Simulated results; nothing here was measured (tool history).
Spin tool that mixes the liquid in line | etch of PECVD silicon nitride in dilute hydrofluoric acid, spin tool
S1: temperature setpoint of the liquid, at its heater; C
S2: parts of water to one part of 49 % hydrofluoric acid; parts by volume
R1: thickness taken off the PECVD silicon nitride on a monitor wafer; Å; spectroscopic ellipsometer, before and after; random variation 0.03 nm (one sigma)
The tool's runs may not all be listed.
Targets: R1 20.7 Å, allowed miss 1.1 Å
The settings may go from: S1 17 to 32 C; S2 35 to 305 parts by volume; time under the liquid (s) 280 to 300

run 1 hour=0 | S1=24 S2=170 time_under_the_liquid_(s)=280 | R1=34.491
run 2 hour=5.3 | S1=23 S2=175 time_under_the_liquid_(s)=280 | R1=31.107
run 3 hour=10.7 | S1=23 S2=175 time_under_the_liquid_(s)=280 | R1=31.641
run 4 hour=12.2 | S1=25.5 S2=175 time_under_the_liquid_(s)=280 | R1=36.467
run 5 hour=12.8 | S1=25.5 S2=215 time_under_the_liquid_(s)=280 | R1=30.77
run 6 hour=15.3 | S1=25.5 S2=215 time_under_the_liquid_(s)=280 | R1=29.9
run 7 hour=17 | S1=25 S2=215 time_under_the_liquid_(s)=280 | R1=29.024
run 8 hour=20.1 | S1=24.5 S2=215 time_under_the_liquid_(s)=280 | R1=28.229
run 9 hour=21.5 | S1=24 S2=215 time_under_the_liquid_(s)=280 | R1=26.947
run 10 hour=29.2 | S1=23.5 S2=215 time_under_the_liquid_(s)=280 | R1=26.521
run 11 hour=34 | S1=23 S2=215 time_under_the_liquid_(s)=280 | R1=26.138
run 12 hour=36.6 | S1=22.5 S2=215 time_under_the_liquid_(s)=280 | R1=24.669

Which of these 5 next moves meets every target?
run A hour=39.2 | S1=19 S2=200 time_under_the_liquid_(s)=280 | R1=?
run B hour=39.2 | S1=27 S2=205 time_under_the_liquid_(s)=280 | R1=?
run C hour=39.2 | S1=24 S2=235 time_under_the_liquid_(s)=290 | R1=?
run D hour=39.2 | S1=23.5 S2=210 time_under_the_liquid_(s)=285 | R1=?
run E hour=39.2 | S1=22 S2=190 time_under_the_liquid_(s)=285 | R1=?

move=A R1=20.969
move=B R1=34.09
move=C R1=25.587
move=D R1=27.235
move=E R1=27.304
A: meets every target
B: further off than the last run
C: further off than the last run
D: further off than the last run
E: further off than the last run
Answer: A
